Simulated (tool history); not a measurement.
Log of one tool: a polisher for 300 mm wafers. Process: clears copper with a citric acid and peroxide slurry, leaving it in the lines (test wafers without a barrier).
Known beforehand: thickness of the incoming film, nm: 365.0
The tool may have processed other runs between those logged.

run	day	flow of slurry (ml/min)	pressure of the wafer on the pad (psi)	speed of the pad under the wafer (m/s)	abrasive content of the slurry	overpolish time after the end point (s)	time until the end point was called (s)	dishing of a wide line in a test structure (nm)
1	0	320	3.7	0.82	1	21	152.45	31.769
2	0.133	320	3.8	0.82	1	19	151.49	30.027
3	0.308	320	3.8	0.94	1	19	130.66	33.21
4	0.579	320	3.8	0.94	1	27	132.37	43.2
5	0.767	320	3.7	0.94	1	24	135.58	39.446
6	0.833	320	3.7	0.92	1	21	136.14	34.14
7	1.075	320	3.6	0.94	1	19	137.53	32.033
8	1.238	320	3.6	0.94	1	17	133.98	29.857
9	1.492	320	3.5	0.94	1	16	138	26.865
10	1.817	320	3.5	0.96	1	15	135.32	26.65
11	2.083	320	3.5	0.96	1	14	138.89	25.028
12	2.35	320	3.5	0.96	1	13	138.24	23.532

Run 13 has not been measured yet. What should we expect?
13	2.667	320	3.5	0.96	1	13	?	?

{"run 13": {"time until the end point was called (s)": 138.38, "dishing of a wide line in a test structure (nm)": 23.211}}
